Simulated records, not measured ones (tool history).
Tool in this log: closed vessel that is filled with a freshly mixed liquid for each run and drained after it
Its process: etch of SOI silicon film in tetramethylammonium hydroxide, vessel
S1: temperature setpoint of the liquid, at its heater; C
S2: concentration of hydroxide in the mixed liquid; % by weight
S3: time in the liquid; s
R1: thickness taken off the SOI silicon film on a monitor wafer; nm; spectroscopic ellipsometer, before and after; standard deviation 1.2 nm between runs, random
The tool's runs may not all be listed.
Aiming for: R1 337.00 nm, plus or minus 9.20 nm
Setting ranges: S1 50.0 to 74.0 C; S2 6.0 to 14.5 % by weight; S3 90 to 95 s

Run 1, hour 0.0: S1 61.0 C, S2 9.5 % by weight, S3 90 s. Result: R1 400.50 nm.
Run 2, hour 5.4: S1 60.0 C, S2 9.5 % by weight, S3 90 s. Result: R1 377.21 nm.
Run 3, hour 10.9: S1 60.0 C, S2 9.5 % by weight, S3 95 s. Result: R1 395.81 nm.
Run 4, hour 16.9: S1 59.5 C, S2 9.5 % by weight, S3 95 s. Result: R1 381.85 nm.
Run 5, hour 23.4: S1 59.5 C, S2 8.5 % by weight, S3 95 s. Result: R1 402.29 nm.
Run 6, hour 24.5: S1 58.5 C, S2 8.5 % by weight, S3 95 s. Result: R1 377.95 nm.
Run 7, hour 30.5: S1 58.5 C, S2 8.5 % by weight, S3 95 s. Result: R1 376.04 nm.
Run 8, hour 34.2: S1 58.0 C, S2 8.5 % by weight, S3 95 s. Result: R1 367.42 nm.
Run 9, hour 42.7: S1 57.5 C, S2 8.5 % by weight, S3 95 s. Result: R1 353.27 nm.
At hour 43.5: hydroxide flow meter replaced.
Run 10, hour 43.5: S1 57.0 C, S2 8.5 % by weight, S3 95 s. Result: R1 357.76 nm.

Pick the move, out of 5, that brings all results within their allowed miss; only one does.
Run A, hour 44.3: S1 59.0 C, S2 9.0 % by weight, S3 90 s. Result: R1 ?.
Run B, hour 44.3: S1 59.5 C, S2 9.0 % by weight, S3 90 s. Result: R1 ?.
Run C, hour 44.3: S1 57.5 C, S2 9.0 % by weight, S3 90 s. Result: R1 ?.
Run D, hour 44.3: S1 58.0 C, S2 7.0 % by weight, S3 90 s. Result: R1 ?.
Run E, hour 44.3: S1 57.5 C, S2 9.5 % by weight, S3 95 s. Result: R1 ?.

move      R1
   A  371.56
   B  383.46
   C  337.86
   D  376.98
   E  349.42
A: its largest miss is bigger than the last run's
B: its largest miss is bigger than the last run's
C: every result within its allowed miss
D: its largest miss is bigger than the last run's
E: gains on the last run, yet a result remains outside its allowed miss
The move that meets every target is C.
